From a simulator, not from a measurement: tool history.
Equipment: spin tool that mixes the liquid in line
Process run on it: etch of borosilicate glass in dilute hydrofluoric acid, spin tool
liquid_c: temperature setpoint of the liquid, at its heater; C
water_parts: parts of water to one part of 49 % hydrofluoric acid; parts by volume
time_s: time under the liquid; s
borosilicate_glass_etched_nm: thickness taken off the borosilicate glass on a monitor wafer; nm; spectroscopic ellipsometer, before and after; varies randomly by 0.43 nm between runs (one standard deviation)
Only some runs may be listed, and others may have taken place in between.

| run | hour | liquid_c | water_parts | time_s | borosilicate_glass_etched_nm |
|---|---|---|---|---|---|
| 1 | 0 | 20 | 80 | 205 | 69.235 |
| 2 | 7.5 | 20 | 70 | 205 | 79.858 |
| 3 | 12.5 | 20 | 90 | 205 | 61.137 |
| 4 | 18.6 | 17.5 | 90 | 205 | 54.78 |
| 5 | 25.4 | 17.5 | 90 | 220 | 58.752 |
| 6 | 31.9 | 17.5 | 70 | 220 | 77.063 |
| 7 | 36.3 | 18 | 70 | 220 | 78.857 |
| 8 | 42 | 18.5 | 70 | 220 | 80.458 |
| 9 | 44.8 | 19 | 70 | 220 | 82.747 |
| 10 | 49.9 | 19.5 | 70 | 220 | 83.708 |
| 11 | 55.9 | 20 | 70 | 220 | 86.704 |

Run 12 comes next. What will it give?
| 12 | 56.7 | 20.5 | 70 | 220 | ? |

{"run 12": {"borosilicate_glass_etched_nm": 88.036}}
